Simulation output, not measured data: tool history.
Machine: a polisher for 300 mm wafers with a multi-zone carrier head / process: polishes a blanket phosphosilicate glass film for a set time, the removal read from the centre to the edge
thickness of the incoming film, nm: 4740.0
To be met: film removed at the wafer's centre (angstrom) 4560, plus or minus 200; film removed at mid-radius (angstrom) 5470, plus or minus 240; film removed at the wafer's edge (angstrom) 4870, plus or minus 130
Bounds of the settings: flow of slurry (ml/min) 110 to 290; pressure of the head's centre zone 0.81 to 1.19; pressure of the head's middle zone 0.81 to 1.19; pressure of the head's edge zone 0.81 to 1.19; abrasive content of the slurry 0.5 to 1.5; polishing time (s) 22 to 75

run,hour,flow of slurry (ml/min),pressure of the head's centre zone,pressure of the head's middle zone,pressure of the head's edge zone,abrasive content of the slurry,polishing time (s),film removed at the wafer's centre (angstrom),film removed at mid-radius (angstrom),film removed at the wafer's edge (angstrom)
1,0,185,1,1,1,1,48,4127.6,4323.6,4244.1
2,8.6,185,1,1,0.94,1,48,4255.8,4163.2,4141.1
3,16.4,185,0.94,1,0.94,1,48,4005.4,4265.1,4158.8
4,22.4,195,0.95,1.02,0.96,1.05,48,4118.8,4489.1,4205.6
5,26.9,195,1.03,1.02,0.96,1.05,48,4511.9,4360.9,4220.6
6,29.5,195,1.03,1.02,0.9,1.05,48,4413.3,4428.2,4151.4
7,34,195,1.03,1.02,0.9,1.05,48,4451,4430.9,4111.4
8,39.5,195,1.01,1.03,0.93,1.1,48,4411.3,4603.8,4196.2
9,44.1,195,1,1.03,0.96,1.15,48,4572.1,4682.1,4386.8
10,49.6,195,0.98,1.04,0.98,1.15,48,4290.6,4536.5,4395.2
11,55,205,0.97,1.06,0.98,1.2,48,4480.3,4816.4,4565.3
12,57.7,210,0.96,1.08,0.98,1.2,48,4391.1,5006.6,4574.4
13,65.1,215,0.96,1.09,0.99,1.2,48,4443.8,5119.1,4554.9
14,68.4,220,0.96,1.09,1,1.2,48,4389.4,4953.9,4608.2
15,76.5,220,0.96,1.09,1,1.2,48,4464.7,5076.2,4650

4 next moves are on the table. One of them brings every result within its allowed miss. Which?
A,84.6,230,0.9,1.07,1.08,1.25,52,?,?,?
B,84.6,220,0.92,1.11,0.98,1.2,51,?,?,?
C,84.6,220,1,1.12,0.98,1.3,50,?,?,?
D,84.6,210,0.9,0.98,0.94,1.1,54,?,?,?

move,film removed at the wafer's centre (angstrom),film removed at mid-radius (angstrom),film removed at the wafer's edge (angstrom)
A,4558,5338.7,5242.9
B,4476.8,5294.6,4809.3
C,4908.8,5376.2,4847.3
D,4457,4857.1,4824.3
A: moves the result that the last run missed by most past its target, out the other side
B: in spec on every target
C: meets the target for the result that was furthest off, but another lies outside its allowed miss
D: meets the target for the result that was furthest off, but another lies outside its allowed miss
Go with B: it meets all targets.

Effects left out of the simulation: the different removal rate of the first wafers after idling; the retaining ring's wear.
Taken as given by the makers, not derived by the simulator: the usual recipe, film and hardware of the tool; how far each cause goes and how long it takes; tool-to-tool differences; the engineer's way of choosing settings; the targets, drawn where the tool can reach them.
